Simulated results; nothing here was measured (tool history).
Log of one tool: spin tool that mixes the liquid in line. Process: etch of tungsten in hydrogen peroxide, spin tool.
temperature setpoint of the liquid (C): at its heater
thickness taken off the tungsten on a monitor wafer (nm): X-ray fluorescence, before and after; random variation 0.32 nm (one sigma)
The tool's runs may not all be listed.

run	hour	temperature setpoint of the liquid (C)	concentration of hydrogen peroxide in the mixed liquid (% by weight)	time under the liquid (s)	thickness taken off the tungsten on a monitor wafer (nm)
1	0.0	51.0	26	15	38.290
2	4.6	51.0	26	15	38.091
3	6.0	51.0	30	15	41.241
4	11.5	51.5	30	15	42.405
5	15.3	51.5	30	15	42.282
6	19.2	51.5	26	15	39.126
7	25.7	52.0	26	15	40.244

Estimate the outcome of run 8 from the log above:
8	30.6	52.5	26	15	?

{"run 8": {"thickness taken off the tungsten on a monitor wafer (nm)": 41.551}}

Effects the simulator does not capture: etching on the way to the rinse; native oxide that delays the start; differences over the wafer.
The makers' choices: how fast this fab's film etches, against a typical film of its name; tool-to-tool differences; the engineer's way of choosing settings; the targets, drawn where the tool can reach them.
